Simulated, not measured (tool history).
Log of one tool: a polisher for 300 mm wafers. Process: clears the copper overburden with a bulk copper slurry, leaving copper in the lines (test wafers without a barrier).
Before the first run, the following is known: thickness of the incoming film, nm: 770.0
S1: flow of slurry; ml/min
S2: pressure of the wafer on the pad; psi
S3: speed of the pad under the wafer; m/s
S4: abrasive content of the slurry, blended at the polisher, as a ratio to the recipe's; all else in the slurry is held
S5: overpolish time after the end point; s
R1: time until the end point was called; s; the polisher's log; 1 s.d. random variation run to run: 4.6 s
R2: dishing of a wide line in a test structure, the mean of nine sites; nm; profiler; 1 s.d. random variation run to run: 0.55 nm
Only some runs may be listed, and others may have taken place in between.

run,hour,S1,S2,S3,S4,S5,R1,R2
1,0,295,1.8,0.9,1,21,154.14,48.312
2,7,295,1.8,0.8,1,21,171.06,46.243
3,15.3,295,1.6,0.76,1,20,199.61,39.943
4,16.1,295,1.4,0.76,1,20,214.02,37.912
5,22.5,295,1.3,0.7,1,20,251.22,33.176
6,26,295,1.2,0.68,1,21,273.72,33.879
7,29,295,1.1,0.66,1,21,299.93,29.736

Expected results for the next run?
8,38,295,1,0.66,1,21,?,?

R1: 331.73 s
R2: 27.647 nm

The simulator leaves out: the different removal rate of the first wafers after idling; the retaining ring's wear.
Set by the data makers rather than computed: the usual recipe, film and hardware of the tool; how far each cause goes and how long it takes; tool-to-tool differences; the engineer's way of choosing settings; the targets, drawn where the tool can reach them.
